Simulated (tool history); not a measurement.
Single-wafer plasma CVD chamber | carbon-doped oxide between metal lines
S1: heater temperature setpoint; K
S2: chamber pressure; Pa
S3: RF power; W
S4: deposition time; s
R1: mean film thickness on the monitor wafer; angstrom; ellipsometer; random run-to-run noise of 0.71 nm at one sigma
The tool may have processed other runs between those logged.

run,day,S1,S2,S3,S4,R1
1,0.000,613.15,504,595,28.5,1475.6
2,0.025,613.15,504,595,29.4,1500.7
3,0.133,613.15,504,595,29.4,1510.8
4,0.279,607.15,504,595,29.4,1551.1
5,0.583,609.15,495,590,29.4,1525.0
6,0.942,616.15,495,590,29.4,1467.4

The next listed run, before its measurement:
7,1.238,617.15,491,590,29.4,?

{"run 7": {"R1": 1484.0}}
